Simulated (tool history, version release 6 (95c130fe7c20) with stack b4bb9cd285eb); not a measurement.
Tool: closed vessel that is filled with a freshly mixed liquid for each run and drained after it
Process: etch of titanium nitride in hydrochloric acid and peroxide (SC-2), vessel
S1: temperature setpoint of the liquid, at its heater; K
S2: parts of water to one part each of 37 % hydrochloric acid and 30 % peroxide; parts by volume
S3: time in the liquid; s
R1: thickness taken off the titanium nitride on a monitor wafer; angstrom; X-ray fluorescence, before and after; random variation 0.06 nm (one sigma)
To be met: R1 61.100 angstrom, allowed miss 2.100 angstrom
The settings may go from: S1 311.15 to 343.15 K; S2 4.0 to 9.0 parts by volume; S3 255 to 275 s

{"run": 1, "hour": 0.0, "S1": 327.15, "S2": 5.0, "S3": 255, "R1": 111.8}
{"run": 2, "hour": 1.3, "S1": 325.15, "S2": 5.0, "S3": 255, "R1": 100.56}
{"run": 3, "hour": 5.8, "S1": 323.65, "S2": 5.0, "S3": 255, "R1": 88.287}
{"run": 4, "hour": 10.1, "S1": 327.65, "S2": 5.0, "S3": 255, "R1": 115.53}
{"run": 5, "hour": 14.2, "S1": 327.65, "S2": 6.5, "S3": 255, "R1": 94.274}
{"run": 6, "hour": 19.0, "S1": 327.65, "S2": 6.5, "S3": 275, "R1": 101.86}
{"run": 7, "hour": 24.3, "S1": 326.15, "S2": 6.5, "S3": 275, "R1": 92.944}
{"run": 8, "hour": 28.7, "S1": 324.65, "S2": 6.5, "S3": 275, "R1": 83.56}
{"hour": 35.8, "done": "new drum of peroxide connected"}
{"run": 9, "hour": 35.8, "S1": 323.65, "S2": 6.5, "S3": 275, "R1": 83.231}
{"run": 10, "hour": 37.9, "S1": 322.65, "S2": 6.5, "S3": 275, "R1": 77.575}
{"run": 11, "hour": 46.9, "S1": 321.65, "S2": 6.5, "S3": 275, "R1": 74.052}
{"run": 12, "hour": 53.2, "S1": 321.15, "S2": 6.5, "S3": 275, "R1": 69.336}

Which of these 4 next moves meets every target?
{"run": "A", "hour": 59.5, "S1": 320.15, "S2": 7.0, "S3": 255, "R1": "?"}
{"run": "B", "hour": 59.5, "S1": 322.65, "S2": 7.5, "S3": 270, "R1": "?"}
{"run": "C", "hour": 59.5, "S1": 320.15, "S2": 8.0, "S3": 275, "R1": "?"}
{"run": "D", "hour": 59.5, "S1": 320.15, "S2": 7.0, "S3": 270, "R1": "?"}

move=A R1=56.880
move=B R1=67.528
move=C R1=55.207
move=D R1=60.226
A: takes the result that was furthest off past its target
B: nearer than the last run, and not there yet
C: takes the result that was furthest off past its target
D: meets every target
Answer: D
